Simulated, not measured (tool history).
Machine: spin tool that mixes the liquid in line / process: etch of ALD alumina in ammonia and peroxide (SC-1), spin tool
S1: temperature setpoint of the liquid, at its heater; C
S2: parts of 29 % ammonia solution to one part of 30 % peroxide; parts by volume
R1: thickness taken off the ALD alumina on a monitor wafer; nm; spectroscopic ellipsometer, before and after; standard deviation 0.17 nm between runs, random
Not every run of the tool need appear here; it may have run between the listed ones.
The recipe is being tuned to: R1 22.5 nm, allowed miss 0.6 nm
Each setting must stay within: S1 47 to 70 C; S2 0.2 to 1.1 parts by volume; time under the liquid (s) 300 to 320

Run 1, hour 0: S1 63 C, S2 0.6 parts by volume, time under the liquid (s) 300. Result: R1 33.11 nm.
Run 2, hour 3.8: S1 63 C, S2 0.6 parts by volume, time under the liquid (s) 300. Result: R1 33.417 nm.
Run 3, hour 6.8: S1 62 C, S2 0.6 parts by volume, time under the liquid (s) 300. Result: R1 32.184 nm.
Run 4, hour 12.9: S1 61 C, S2 0.6 parts by volume, time under the liquid (s) 300. Result: R1 29.842 nm.
Run 5, hour 21.8: S1 61 C, S2 0.6 parts by volume, time under the liquid (s) 300. Result: R1 29.914 nm.
Run 6, hour 26: S1 61 C, S2 0.4 parts by volume, time under the liquid (s) 300. Result: R1 28.697 nm.
Run 7, hour 29.9: S1 60.5 C, S2 0.4 parts by volume, time under the liquid (s) 300. Result: R1 28.554 nm.
At hour 36: new drum of ammonia solution connected.
Run 8, hour 36: S1 60 C, S2 0.4 parts by volume, time under the liquid (s) 300. Result: R1 27.848 nm.
Run 9, hour 44.3: S1 59.5 C, S2 0.4 parts by volume, time under the liquid (s) 300. Result: R1 27.052 nm.
Run 10, hour 52.1: S1 59 C, S2 0.4 parts by volume, time under the liquid (s) 300. Result: R1 26.023 nm.

Of the 4 settings listed for the next run, only one would bring every result within its allowed miss of target. Which one?
Run A, hour 59.9: S1 63 C, S2 0.35 parts by volume, time under the liquid (s) 300. Result: R1 ?.
Run B, hour 59.9: S1 54.5 C, S2 0.4 parts by volume, time under the liquid (s) 320. Result: R1 ?.
Run C, hour 59.9: S1 55 C, S2 0.4 parts by volume, time under the liquid (s) 300. Result: R1 ?.
Run D, hour 59.9: S1 56.5 C, S2 0.5 parts by volume, time under the liquid (s) 300. Result: R1 ?.

move      R1
   A  32.107
   B  22.332
   C  21.501
   D  23.772
A: its largest miss is bigger than the last run's
B: all results in spec
C: the result that was furthest off in the last run now lies on the other side of its target
D: closes in on the targets versus the last run, not all within tolerance yet
So the answer is move B, the one that meets all the targets.
